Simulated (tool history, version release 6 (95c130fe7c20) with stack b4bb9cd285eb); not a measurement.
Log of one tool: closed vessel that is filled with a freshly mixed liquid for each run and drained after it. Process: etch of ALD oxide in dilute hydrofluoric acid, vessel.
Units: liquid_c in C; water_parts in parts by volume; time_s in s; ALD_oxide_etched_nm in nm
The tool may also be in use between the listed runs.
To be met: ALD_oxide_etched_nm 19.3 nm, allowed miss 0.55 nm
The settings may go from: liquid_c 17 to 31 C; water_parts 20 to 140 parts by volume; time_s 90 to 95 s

{"run": 1, "hour": 0.0, "liquid_c": 23, "water_parts": 75, "time_s": 90, "ALD_oxide_etched_nm": 27.271}
{"run": 2, "hour": 6.3, "liquid_c": 26, "water_parts": 75, "time_s": 90, "ALD_oxide_etched_nm": 31.032}
{"run": 3, "hour": 13.6, "liquid_c": 26, "water_parts": 75, "time_s": 95, "ALD_oxide_etched_nm": 32.443}
{"run": 4, "hour": 14.2, "liquid_c": 26, "water_parts": 75, "time_s": 95, "ALD_oxide_etched_nm": 32.801}
{"run": 5, "hour": 15.8, "liquid_c": 23.5, "water_parts": 75, "time_s": 95, "ALD_oxide_etched_nm": 29.553}
{"run": 6, "hour": 19.7, "liquid_c": 22.5, "water_parts": 75, "time_s": 95, "ALD_oxide_etched_nm": 28.062}
{"run": 7, "hour": 26.6, "liquid_c": 21.5, "water_parts": 75, "time_s": 95, "ALD_oxide_etched_nm": 26.918}
{"run": 8, "hour": 32.4, "liquid_c": 21, "water_parts": 75, "time_s": 95, "ALD_oxide_etched_nm": 26.348}
{"run": 9, "hour": 35.8, "liquid_c": 17, "water_parts": 90, "time_s": 95, "ALD_oxide_etched_nm": 18.573}

Which of these 4 next moves meets every target?
{"run": "A", "hour": 39.2, "liquid_c": 17, "water_parts": 95, "time_s": 95, "ALD_oxide_etched_nm": "?"}
{"run": "B", "hour": 39.2, "liquid_c": 17, "water_parts": 90, "time_s": 90, "ALD_oxide_etched_nm": "?"}
{"run": "C", "hour": 39.2, "liquid_c": 18, "water_parts": 85, "time_s": 90, "ALD_oxide_etched_nm": "?"}
{"run": "D", "hour": 39.2, "liquid_c": 22.5, "water_parts": 95, "time_s": 90, "ALD_oxide_etched_nm": "?"}

move=A ALD_oxide_etched_nm=17.257
move=B ALD_oxide_etched_nm=17.356
move=C ALD_oxide_etched_nm=19.28
move=D ALD_oxide_etched_nm=20.483
A: further off than the last run
B: further off than the last run
C: meets every target
D: takes the result that was furthest off past its target
The right move is C.
